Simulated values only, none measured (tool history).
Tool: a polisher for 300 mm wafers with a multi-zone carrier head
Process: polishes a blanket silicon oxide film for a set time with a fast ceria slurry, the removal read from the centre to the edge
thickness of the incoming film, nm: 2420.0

run,hour,flow of slurry (ml/min),pressure of the head's centre zone,pressure of the head's middle zone,pressure of the head's edge zone,polishing time (s),film removed at the wafer's centre (nm),film removed at mid-radius (nm),film removed at the wafer's edge (nm)
1,0,310,1,1,1,67,708.65,708.89,694.17
2,5.6,315,1.02,1.01,1.03,70,751.43,752.94,747.34
3,8,315,1.02,1.01,0.99,70,749.35,749.76,729.46
4,11.9,315,1.07,1.01,0.99,70,764.77,752.88,727.93
5,14.2,315,1.07,1.09,0.99,70,775.31,781.42,728.22
6,15.4,315,1.07,1.09,0.99,63,702.3,694.85,649.01
7,21.9,325,1.09,1.1,1.03,67,770.57,750.21,706
8,25.5,330,1.09,1.1,1.06,70,791.68,792.26,751.71

Run 9 comes next. What will it give?
9,33.8,335,1.1,1.09,1.08,72,?,?,?

{"run 9": {"film removed at the wafer's centre (nm)": 830.83, "film removed at mid-radius (nm)": 809.23, "film removed at the wafer's edge (nm)": 782.98}}
